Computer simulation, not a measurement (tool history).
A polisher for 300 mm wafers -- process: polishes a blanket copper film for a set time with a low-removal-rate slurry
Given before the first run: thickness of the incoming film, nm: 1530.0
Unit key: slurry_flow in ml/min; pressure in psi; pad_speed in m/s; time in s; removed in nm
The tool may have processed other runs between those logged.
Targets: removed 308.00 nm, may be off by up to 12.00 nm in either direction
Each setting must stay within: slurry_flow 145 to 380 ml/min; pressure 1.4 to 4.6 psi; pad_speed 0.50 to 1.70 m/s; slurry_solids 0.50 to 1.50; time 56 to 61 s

run 1 day=0.000 | slurry_flow=245 pressure=3.0 pad_speed=1.10 slurry_solids=1.00 time=61 | removed=210.95
run 2 day=0.329 | slurry_flow=245 pressure=3.0 pad_speed=1.10 slurry_solids=0.80 time=61 | removed=202.66
run 3 day=0.475 | slurry_flow=245 pressure=3.4 pad_speed=1.10 slurry_solids=0.80 time=61 | removed=214.22
run 4 day=0.533 | slurry_flow=245 pressure=3.4 pad_speed=1.10 slurry_solids=0.70 time=61 | removed=201.20
run 5 day=0.729 | slurry_flow=245 pressure=3.6 pad_speed=1.14 slurry_solids=0.70 time=61 | removed=225.77
run 6 day=0.900 | slurry_flow=190 pressure=3.6 pad_speed=1.14 slurry_solids=0.70 time=61 | removed=221.38
run 7 day=0.946 | slurry_flow=190 pressure=3.8 pad_speed=1.16 slurry_solids=0.70 time=61 | removed=232.74
run 8 day=1.304 | slurry_flow=190 pressure=4.0 pad_speed=1.18 slurry_solids=0.70 time=61 | removed=241.21
run 9 day=1.333 | slurry_flow=190 pressure=4.0 pad_speed=1.18 slurry_solids=0.70 time=61 | removed=248.63
run 10 day=1.688 | slurry_flow=190 pressure=4.1 pad_speed=1.20 slurry_solids=0.70 time=61 | removed=251.48

Consider the 5 candidate settings below. Which is the only one whose results all fall within their allowed miss of target?
run A day=2.042 | slurry_flow=145 pressure=4.2 pad_speed=1.10 slurry_solids=0.80 time=56 | removed=?
run B day=2.042 | slurry_flow=175 pressure=4.6 pad_speed=1.46 slurry_solids=0.75 time=61 | removed=?
run C day=2.042 | slurry_flow=210 pressure=4.5 pad_speed=1.28 slurry_solids=0.90 time=58 | removed=?
run D day=2.042 | slurry_flow=245 pressure=4.3 pad_speed=1.32 slurry_solids=1.05 time=61 | removed=?
run E day=2.042 | slurry_flow=200 pressure=4.6 pad_speed=1.42 slurry_solids=0.80 time=61 | removed=?

move=A removed=220.98
move=B removed=343.49
move=C removed=308.25
move=D removed=344.84
move=E removed=348.52
A: misses by more than the last run did
B: takes the biggest miss from the last run beyond its target
C: every result within its allowed miss
D: takes the biggest miss from the last run beyond its target
E: takes the biggest miss from the last run beyond its target
C meets every target.
